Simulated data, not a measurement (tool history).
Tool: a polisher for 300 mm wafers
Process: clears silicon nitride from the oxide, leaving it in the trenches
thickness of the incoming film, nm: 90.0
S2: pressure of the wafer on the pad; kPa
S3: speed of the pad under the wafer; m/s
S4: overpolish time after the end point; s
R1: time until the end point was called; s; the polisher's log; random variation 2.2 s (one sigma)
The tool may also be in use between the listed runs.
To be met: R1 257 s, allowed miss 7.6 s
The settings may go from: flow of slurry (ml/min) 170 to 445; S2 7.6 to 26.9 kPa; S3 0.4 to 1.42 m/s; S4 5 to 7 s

run 1 day=0 | flow_of_slurry_(ml/min)=285 S2=17.2 S3=0.9 S4=7 | R1=125.47
run 2 day=0.188 | flow_of_slurry_(ml/min)=285 S2=17.2 S3=0.9 S4=7 | R1=124.68
run 3 day=0.454 | flow_of_slurry_(ml/min)=285 S2=16.5 S3=0.88 S4=7 | R1=132.57
run 4 day=0.529 | flow_of_slurry_(ml/min)=285 S2=16.5 S3=0.96 S4=7 | R1=122.1
run 5 day=0.754 | flow_of_slurry_(ml/min)=285 S2=15.9 S3=0.94 S4=7 | R1=128.68
run 6 day=0.946 | flow_of_slurry_(ml/min)=285 S2=15.9 S3=0.84 S4=7 | R1=146.19
run 7 day=1.142 | flow_of_slurry_(ml/min)=285 S2=15.2 S3=0.84 S4=7 | R1=151.34
run 8 day=1.429 | flow_of_slurry_(ml/min)=285 S2=14.5 S3=0.84 S4=7 | R1=155.81
run 9 day=1.458 | flow_of_slurry_(ml/min)=285 S2=13.8 S3=0.82 S4=7 | R1=170.48
run 10 day=1.767 | flow_of_slurry_(ml/min)=285 S2=13.1 S3=0.82 S4=7 | R1=177.22
run 11 day=1.954 | flow_of_slurry_(ml/min)=285 S2=12.4 S3=0.82 S4=7 | R1=188.06
run 12 day=2.021 | flow_of_slurry_(ml/min)=285 S2=11.7 S3=0.82 S4=7 | R1=197.6
run 13 day=2.217 | flow_of_slurry_(ml/min)=280 S2=7.6 S3=0.82 S4=7 | R1=296.04
run 14 day=2.479 | flow_of_slurry_(ml/min)=290 S2=7.6 S3=0.82 S4=7 | R1=299.58
run 15 day=2.638 | flow_of_slurry_(ml/min)=290 S2=8.3 S3=0.82 S4=7 | R1=275.78

Which of these 4 next moves meets every target?
run A day=2.796 | flow_of_slurry_(ml/min)=280 S2=9 S3=0.88 S4=5 | R1=?
run B day=2.796 | flow_of_slurry_(ml/min)=310 S2=9.7 S3=0.8 S4=7 | R1=?
run C day=2.796 | flow_of_slurry_(ml/min)=310 S2=9 S3=0.8 S4=5 | R1=?
run D day=2.796 | flow_of_slurry_(ml/min)=250 S2=9.7 S3=0.82 S4=7 | R1=?

move=A R1=238.57
move=B R1=241.45
move=C R1=258.98
move=D R1=241.23
A: takes the result that was furthest off past its target
B: takes the result that was furthest off past its target
C: meets every target
D: takes the result that was furthest off past its target
Answer: C
